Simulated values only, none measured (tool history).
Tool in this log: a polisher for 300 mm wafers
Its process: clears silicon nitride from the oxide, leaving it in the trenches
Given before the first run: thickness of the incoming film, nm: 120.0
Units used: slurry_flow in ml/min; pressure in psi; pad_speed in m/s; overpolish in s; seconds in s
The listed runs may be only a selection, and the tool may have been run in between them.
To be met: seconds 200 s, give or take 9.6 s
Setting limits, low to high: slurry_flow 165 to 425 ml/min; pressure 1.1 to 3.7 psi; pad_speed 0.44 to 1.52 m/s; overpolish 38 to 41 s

run	hour	slurry_flow	pressure	pad_speed	overpolish	seconds
1	0	275	2.4	0.98	38	174.6
2	7.7	275	2.7	0.98	38	161.73
3	15.1	275	2.6	0.98	38	164.91
4	21.7	275	2.5	0.98	38	168.71
5	27.8	275	2.8	0.98	38	158.86
# hour 30.4: worn pad replaced by a new one
6	30.4	220	2.8	0.98	38	141.3
7	32.3	240	2.8	0.98	38	142.84
8	33	255	2.8	0.98	38	141.4
9	35.2	270	2.7	0.98	38	143.38
10	40.9	270	2.6	0.98	38	145.36
11	41.6	270	2.5	0.96	38	152.26
12	44.9	290	2.4	0.96	38	157.33
13	51.2	290	2.3	0.9	38	169.23
14	56	295	2.2	0.9	38	177.55

Which one of the following 4 next-run settings gets every result inside its allowed miss? There is exactly one.
A	60.8	335	2.2	0.86	41	?
B	60.8	260	2.2	0.8	41	?
C	60.8	285	2	0.74	40	?
D	60.8	325	2	0.68	38	?

move	seconds
A	182.31
B	196.93
C	221.43
D	234.79
A: closer than the last run, but not yet in spec
B: every result within its allowed miss
C: moves the result that the last run missed by most past its target, out the other side
D: moves the result that the last run missed by most past its target, out the other side
The right move is B.

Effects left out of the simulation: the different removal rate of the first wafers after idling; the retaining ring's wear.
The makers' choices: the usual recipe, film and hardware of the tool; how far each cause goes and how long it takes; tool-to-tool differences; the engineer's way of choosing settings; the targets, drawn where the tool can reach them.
